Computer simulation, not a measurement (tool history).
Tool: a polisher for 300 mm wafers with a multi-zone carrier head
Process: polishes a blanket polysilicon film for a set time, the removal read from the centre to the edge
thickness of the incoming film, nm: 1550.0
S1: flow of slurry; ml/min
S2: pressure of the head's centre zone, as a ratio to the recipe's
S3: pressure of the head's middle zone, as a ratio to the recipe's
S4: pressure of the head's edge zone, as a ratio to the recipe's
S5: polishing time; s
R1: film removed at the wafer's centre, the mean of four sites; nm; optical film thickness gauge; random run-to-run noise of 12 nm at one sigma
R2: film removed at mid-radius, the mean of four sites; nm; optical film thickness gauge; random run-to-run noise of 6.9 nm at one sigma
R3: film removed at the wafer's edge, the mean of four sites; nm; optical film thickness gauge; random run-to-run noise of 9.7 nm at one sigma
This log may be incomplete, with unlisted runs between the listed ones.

{"run": 1, "hour": 0.0, "S1": 195, "S2": 1.0, "S3": 1.0, "S4": 1.0, "S5": 57, "R1": 621.26, "R2": 600.06, "R3": 599.14}
{"run": 2, "hour": 2.4, "S1": 205, "S2": 1.03, "S3": 1.03, "S4": 1.04, "S5": 61, "R1": 700.13, "R2": 659.92, "R3": 674.32}
{"run": 3, "hour": 10.0, "S1": 205, "S2": 1.03, "S3": 1.03, "S4": 1.04, "S5": 56, "R1": 631.46, "R2": 594.79, "R3": 617.71}
{"run": 4, "hour": 17.3, "S1": 220, "S2": 1.06, "S3": 1.07, "S4": 1.04, "S5": 60, "R1": 716.11, "R2": 655.3, "R3": 646.3}
{"run": 5, "hour": 25.5, "S1": 255, "S2": 1.06, "S3": 1.07, "S4": 1.04, "S5": 60, "R1": 728.77, "R2": 681.27, "R3": 675.11}
{"run": 6, "hour": 32.4, "S1": 265, "S2": 1.07, "S3": 1.09, "S4": 1.06, "S5": 62, "R1": 770.71, "R2": 697.46, "R3": 692.08}
{"run": 7, "hour": 37.2, "S1": 270, "S2": 1.06, "S3": 1.1, "S4": 1.06, "S5": 65, "R1": 799.63, "R2": 740.49, "R3": 736.22}

Run 8 has not been measured yet. What should we expect?
{"run": 8, "hour": 39.7, "S1": 275, "S2": 1.06, "S3": 1.11, "S4": 1.06, "S5": 66, "R1": "?", "R2": "?", "R3": "?"}

{"run 8": {"R1": 792.7, "R2": 745.09, "R3": 745.76}}
